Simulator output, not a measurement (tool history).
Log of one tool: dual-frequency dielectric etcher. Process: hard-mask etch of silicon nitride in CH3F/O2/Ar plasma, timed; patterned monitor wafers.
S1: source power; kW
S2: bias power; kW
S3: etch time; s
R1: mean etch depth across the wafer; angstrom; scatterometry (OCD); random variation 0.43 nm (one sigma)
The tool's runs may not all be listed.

{"run": 1, "hour": 0.0, "S1": 0.46, "S2": 0.081, "S3": 140.0, "R1": 1195.4}
{"run": 2, "hour": 4.2, "S1": 0.46, "S2": 0.081, "S3": 127.0, "R1": 1089.4}
{"run": 3, "hour": 10.9, "S1": 0.46, "S2": 0.069, "S3": 127.0, "R1": 1025.7}
{"run": 4, "hour": 11.9, "S1": 0.54, "S2": 0.069, "S3": 127.0, "R1": 1095.5}
{"run": 5, "hour": 18.4, "S1": 0.57, "S2": 0.075, "S3": 127.5, "R1": 1156.6}
{"run": 6, "hour": 25.0, "S1": 0.59, "S2": 0.081, "S3": 128.0, "R1": 1210.2}

Forecast run 7:
{"run": 7, "hour": 30.5, "S1": 0.6, "S2": 0.086, "S3": 128.0, "R1": "?"}

Run 7 gave R1 1245.7 angstrom.
